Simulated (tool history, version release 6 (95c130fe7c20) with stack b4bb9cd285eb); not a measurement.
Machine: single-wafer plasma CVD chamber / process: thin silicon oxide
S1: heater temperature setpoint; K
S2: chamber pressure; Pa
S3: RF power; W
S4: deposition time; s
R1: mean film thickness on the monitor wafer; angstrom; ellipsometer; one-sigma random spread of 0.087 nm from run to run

run	hour	S1	S2	S3	S4	R1
1	0.0	648.15	122.3	355	13.3	312.82
2	4.3	648.15	120.3	355	13.3	310.16
3	11.7	648.15	120.3	395	13.3	318.11
4	16.4	639.15	120.3	395	13.3	320.97
5	18.5	639.15	137.1	395	13.3	344.18
6	22.0	639.15	131.7	395	13.3	339.14
7	29.0	639.15	127.2	395	13.3	331.57
8	29.8	639.15	123.1	395	13.3	327.59
9	38.1	639.15	118.8	395	13.3	318.46

Run 10, settings as shown, results not yet in. Your forecast:
10	46.7	639.15	115.6	395	13.3	?

{"run 10": {"R1": 313.32}}
